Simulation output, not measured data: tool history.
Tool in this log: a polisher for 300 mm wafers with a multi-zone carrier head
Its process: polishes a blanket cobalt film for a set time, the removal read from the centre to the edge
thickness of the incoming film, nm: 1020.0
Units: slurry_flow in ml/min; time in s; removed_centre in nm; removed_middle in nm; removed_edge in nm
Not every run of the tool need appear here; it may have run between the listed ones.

{"run": 1, "hour": 0.0, "slurry_flow": 305, "centre_zone": 1.0, "middle_zone": 1.0, "edge_zone": 1.0, "time": 36, "removed_centre": 180.72, "removed_middle": 178.53, "removed_edge": 183.29}
{"run": 2, "hour": 6.7, "slurry_flow": 305, "centre_zone": 0.97, "middle_zone": 1.0, "edge_zone": 1.0, "time": 36, "removed_centre": 177.29, "removed_middle": 180.31, "removed_edge": 182.83}
{"run": 3, "hour": 8.7, "slurry_flow": 300, "centre_zone": 0.96, "middle_zone": 1.01, "edge_zone": 0.98, "time": 36, "removed_centre": 171.66, "removed_middle": 179.79, "removed_edge": 179.28}
{"run": 4, "hour": 9.6, "slurry_flow": 295, "centre_zone": 0.96, "middle_zone": 1.02, "edge_zone": 0.96, "time": 36, "removed_centre": 172.3, "removed_middle": 180.88, "removed_edge": 180.89}
{"run": 5, "hour": 13.1, "slurry_flow": 295, "centre_zone": 0.96, "middle_zone": 1.02, "edge_zone": 0.96, "time": 27, "removed_centre": 128.7, "removed_middle": 136.56, "removed_edge": 133.92}
{"hour": 16.9, "done": "worn pad replaced by a new one"}
{"run": 6, "hour": 16.9, "slurry_flow": 295, "centre_zone": 0.96, "middle_zone": 0.96, "edge_zone": 0.96, "time": 27, "removed_centre": 148.12, "removed_middle": 140.77, "removed_edge": 151.72}
{"run": 7, "hour": 23.9, "slurry_flow": 310, "centre_zone": 0.95, "middle_zone": 0.97, "edge_zone": 0.94, "time": 28, "removed_centre": 151.8, "removed_middle": 152.53, "removed_edge": 154.17}
{"run": 8, "hour": 31.8, "slurry_flow": 325, "centre_zone": 0.94, "middle_zone": 0.97, "edge_zone": 0.94, "time": 28, "removed_centre": 151.55, "removed_middle": 147.83, "removed_edge": 155.51}
{"run": 9, "hour": 34.7, "slurry_flow": 320, "centre_zone": 0.93, "middle_zone": 0.98, "edge_zone": 0.92, "time": 29, "removed_centre": 153.89, "removed_middle": 160.7, "removed_edge": 159.47}
{"run": 10, "hour": 42.2, "slurry_flow": 330, "centre_zone": 0.92, "middle_zone": 0.98, "edge_zone": 0.91, "time": 29, "removed_centre": 148.31, "removed_middle": 158.87, "removed_edge": 156.13}

Expected results for the next run?
{"run": 11, "hour": 42.8, "slurry_flow": 340, "centre_zone": 0.92, "middle_zone": 0.98, "edge_zone": 0.89, "time": 29, "removed_centre": "?", "removed_middle": "?", "removed_edge": "?"}

For run 11 the tool returned removed_centre 151.31 nm, removed_middle 162.02 nm, removed_edge 159.10 nm.

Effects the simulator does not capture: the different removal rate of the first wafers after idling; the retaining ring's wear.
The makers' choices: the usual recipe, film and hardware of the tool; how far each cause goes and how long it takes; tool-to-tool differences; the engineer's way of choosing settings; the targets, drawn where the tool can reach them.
